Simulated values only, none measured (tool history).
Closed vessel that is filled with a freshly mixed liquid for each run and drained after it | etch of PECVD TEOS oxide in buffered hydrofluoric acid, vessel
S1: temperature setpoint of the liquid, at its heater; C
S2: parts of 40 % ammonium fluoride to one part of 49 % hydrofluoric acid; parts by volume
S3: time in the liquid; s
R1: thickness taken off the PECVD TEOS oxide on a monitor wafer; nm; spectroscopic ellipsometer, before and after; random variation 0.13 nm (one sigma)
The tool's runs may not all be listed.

run,day,S1,S2,S3,R1
1,0.000,24.0,23.5,35,43.515
2,0.262,23.5,23.5,35,42.215
3,0.638,23.5,23.5,30,36.223
4,1.025,24.0,23.5,30,37.300
5,1.246,24.0,27.5,30,33.496
6,1.592,24.0,27.5,30,33.470
7,1.642,24.5,27.5,30,34.342

Run 8 comes next. What will it give?
8,2.025,25.0,27.5,30,?

Run 8 gave R1 35.427 nm.
